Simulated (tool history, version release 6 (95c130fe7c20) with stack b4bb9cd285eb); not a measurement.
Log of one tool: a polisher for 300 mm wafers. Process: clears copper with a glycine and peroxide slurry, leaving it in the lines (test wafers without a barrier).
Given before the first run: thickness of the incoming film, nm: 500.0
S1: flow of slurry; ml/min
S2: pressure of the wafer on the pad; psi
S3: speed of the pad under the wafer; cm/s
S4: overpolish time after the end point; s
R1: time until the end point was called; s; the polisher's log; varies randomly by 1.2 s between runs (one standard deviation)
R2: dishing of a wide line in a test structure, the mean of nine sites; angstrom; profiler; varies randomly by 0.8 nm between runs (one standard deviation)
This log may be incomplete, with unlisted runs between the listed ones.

run 1 day=0 | S1=275 S2=2.2 S3=100 S4=23 | R1=126.38 R2=634.51
run 2 day=0.217 | S1=275 S2=2.7 S3=100 S4=23 | R1=105.69 R2=733.81
run 3 day=0.267 | S1=275 S2=2.7 S3=100 S4=17 | R1=108.52 R2=579.43
run 4 day=0.388 | S1=275 S2=3.2 S3=100 S4=17 | R1=95.611 R2=634.39
run 5 day=0.625 | S1=275 S2=3.2 S3=86 S4=17 | R1=103.42 R2=600.05
run 6 day=0.808 | S1=240 S2=3.2 S3=86 S4=17 | R1=106.46 R2=593.77
run 7 day=0.983 | S1=245 S2=3.2 S3=86 S4=14 | R1=103.43 R2=504.58
run 8 day=1.15 | S1=245 S2=3.1 S3=86 S4=13 | R1=109.16 R2=459.03
run 9 day=1.271 | S1=245 S2=3.1 S3=86 S4=12 | R1=108.92 R2=426.6

The next listed run, before its measurement:
run 10 day=1.442 | S1=240 S2=3.1 S3=86 S4=12 | R1=? R2=?

Logged for run 10: R1 106.84 s, R2 433.25 angstrom.

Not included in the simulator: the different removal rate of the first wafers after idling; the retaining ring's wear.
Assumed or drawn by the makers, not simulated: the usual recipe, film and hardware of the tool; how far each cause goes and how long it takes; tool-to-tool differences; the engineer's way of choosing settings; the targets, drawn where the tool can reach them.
